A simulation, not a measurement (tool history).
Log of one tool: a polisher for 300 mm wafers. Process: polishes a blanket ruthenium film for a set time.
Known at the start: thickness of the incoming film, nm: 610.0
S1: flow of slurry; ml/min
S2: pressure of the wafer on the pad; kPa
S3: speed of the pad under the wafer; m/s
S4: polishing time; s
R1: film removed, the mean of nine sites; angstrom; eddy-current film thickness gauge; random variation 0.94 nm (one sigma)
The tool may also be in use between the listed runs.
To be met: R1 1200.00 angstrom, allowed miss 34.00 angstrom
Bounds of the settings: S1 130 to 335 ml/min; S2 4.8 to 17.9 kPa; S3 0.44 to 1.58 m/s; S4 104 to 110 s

run 1 hour=0.0 | S1=215 S2=11.0 S3=1.00 S4=104 | R1=992.90
run 2 hour=5.7 | S1=215 S2=11.0 S3=0.76 S4=104 | R1=825.55
run 3 hour=10.2 | S1=170 S2=11.0 S3=0.76 S4=104 | R1=797.84
run 4 hour=14.4 | S1=170 S2=11.0 S3=0.62 S4=104 | R1=710.10
run 5 hour=18.5 | S1=150 S2=11.0 S3=0.62 S4=104 | R1=683.03
run 6 hour=22.1 | S1=170 S2=11.7 S3=0.62 S4=104 | R1=733.06
run 7 hour=22.7 | S1=180 S2=13.1 S3=0.62 S4=104 | R1=800.56
run 8 hour=29.9 | S1=190 S2=13.8 S3=0.64 S4=104 | R1=841.80
run 9 hour=37.8 | S1=195 S2=14.5 S3=0.66 S4=104 | R1=885.50
run 10 hour=45.4 | S1=200 S2=15.2 S3=0.68 S4=104 | R1=934.01
run 11 hour=50.3 | S1=200 S2=15.9 S3=0.70 S4=104 | R1=992.31
run 12 hour=58.0 | S1=200 S2=16.5 S3=0.72 S4=104 | R1=1033.40
run 13 hour=63.3 | S1=205 S2=16.5 S3=0.74 S4=104 | R1=1047.50
run 14 hour=66.3 | S1=210 S2=16.5 S3=0.76 S4=104 | R1=1069.50
run 15 hour=68.5 | S1=210 S2=16.5 S3=0.78 S4=104 | R1=1080.60

Which of these 4 next moves meets every target?
run A hour=70.7 | S1=215 S2=15.9 S3=0.86 S4=110 | R1=?
run B hour=70.7 | S1=205 S2=17.9 S3=0.66 S4=110 | R1=?
run C hour=70.7 | S1=170 S2=15.9 S3=0.68 S4=104 | R1=?
run D hour=70.7 | S1=175 S2=17.9 S3=0.58 S4=110 | R1=?

move=A R1=1181.10
move=B R1=1094.40
move=C R1=937.74
move=D R1=996.13
A: meets every target
B: nearer than the last run, and not there yet
C: further off than the last run
D: further off than the last run
The right move is A.
